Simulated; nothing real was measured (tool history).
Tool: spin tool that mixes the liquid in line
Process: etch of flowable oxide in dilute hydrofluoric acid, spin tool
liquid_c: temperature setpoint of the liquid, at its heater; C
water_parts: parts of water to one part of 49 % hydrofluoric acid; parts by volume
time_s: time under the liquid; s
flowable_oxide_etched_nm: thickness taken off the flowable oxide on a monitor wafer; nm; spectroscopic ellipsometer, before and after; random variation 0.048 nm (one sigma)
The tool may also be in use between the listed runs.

run,day,liquid_c,water_parts,time_s,flowable_oxide_etched_nm
1,0.000,22.0,90,20,6.9692
2,0.279,22.0,90,15,5.2280
3,0.329,19.0,90,15,4.6631
4,0.525,17.0,90,15,4.2392
5,0.762,17.0,90,15,4.3248
6,0.938,17.5,90,15,4.3368

Run 7 comes next. What will it give?
7,1.058,18.0,90,15,?

{"run 7": {"flowable_oxide_etched_nm": 4.4948}}

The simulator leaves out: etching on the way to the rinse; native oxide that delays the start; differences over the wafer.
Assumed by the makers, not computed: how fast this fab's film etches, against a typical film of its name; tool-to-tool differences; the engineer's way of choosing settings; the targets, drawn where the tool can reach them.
